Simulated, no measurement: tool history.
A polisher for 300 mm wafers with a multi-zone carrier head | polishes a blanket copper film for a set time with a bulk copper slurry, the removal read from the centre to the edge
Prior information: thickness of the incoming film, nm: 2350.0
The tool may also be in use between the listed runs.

run  hour  flow of slurry (ml/min)  pressure of the head's centre zone  pressure of the head's middle zone  pressure of the head's edge zone  abrasive content of the slurry  polishing time (s)  film removed at the wafer's centre (nm)  film removed at mid-radius (nm)  film removed at the wafer's edge (nm)
  1   0.0                      265                                1.00                                1.00                              1.00                            1.00                  80                                   628.97                           612.75                                 612.03
  2   6.2                      265                                1.04                                1.00                              1.00                            1.00                  80                                   644.41                           624.85                                 612.87
  3  13.3                      265                                1.04                                1.00                              1.00                            1.00                  93                                   739.16                           724.26                                 710.29
  4  21.8                      275                                1.05                                0.98                              1.03                            1.05                  93                                   778.94                           718.47                                 735.77
  5  29.8                      280                                1.04                                0.97                              1.05                            1.05                  93                                   769.52                           714.78                                 747.53
  6  35.3                      285                                1.04                                0.96                              1.07                            1.05                  93                                   754.95                           719.39                                 755.31

Run 7, settings as shown, results not yet in. Your forecast:
  7  40.6                      290                                1.05                                0.94                              1.08                            1.05                  93                                        ?                                ?                                      ?

{"run 7": {"film removed at the wafer's centre (nm)": 766.84, "film removed at mid-radius (nm)": 687.52, "film removed at the wafer's edge (nm)": 758.46}}
